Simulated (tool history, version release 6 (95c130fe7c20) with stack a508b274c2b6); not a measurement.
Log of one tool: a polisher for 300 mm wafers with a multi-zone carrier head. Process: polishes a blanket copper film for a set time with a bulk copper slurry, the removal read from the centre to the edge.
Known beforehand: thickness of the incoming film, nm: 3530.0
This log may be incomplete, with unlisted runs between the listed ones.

run	hour	flow of slurry (ml/min)	pressure of the head's centre zone	pressure of the head's middle zone	pressure of the head's edge zone	abrasive content of the slurry	polishing time (s)	film removed at the wafer's centre (Å)	film removed at mid-radius (Å)	film removed at the wafer's edge (Å)
1	0.0	175	1.00	1.00	1.00	1.00	66	7586.9	8067.1	7745.3
2	5.6	165	0.98	0.95	1.00	0.95	66	7270.7	7478.9	7748.0
3	12.9	160	0.96	0.92	0.98	0.90	66	6988.4	7051.7	7449.7
4	18.0	160	0.93	0.92	0.98	0.90	66	7016.3	7241.2	7488.3
5	19.5	160	0.90	0.92	0.98	0.90	66	6603.4	7046.4	7537.0
6	21.4	160	0.90	0.92	0.98	0.90	56	5540.2	6200.3	6354.6
7	28.8	170	0.91	0.90	1.01	0.90	56	5816.6	6147.6	6534.5
8	31.4	170	0.91	0.90	1.01	0.90	56	5677.5	6089.5	6427.2

Forecast run 9:
9	37.1	170	0.92	0.89	1.05	0.95	56	?	?	?

Run 9 produced film removed at the wafer's centre (Å) 5934.9, film removed at mid-radius (Å) 5999.1, film removed at the wafer's edge (Å) 6641.9.

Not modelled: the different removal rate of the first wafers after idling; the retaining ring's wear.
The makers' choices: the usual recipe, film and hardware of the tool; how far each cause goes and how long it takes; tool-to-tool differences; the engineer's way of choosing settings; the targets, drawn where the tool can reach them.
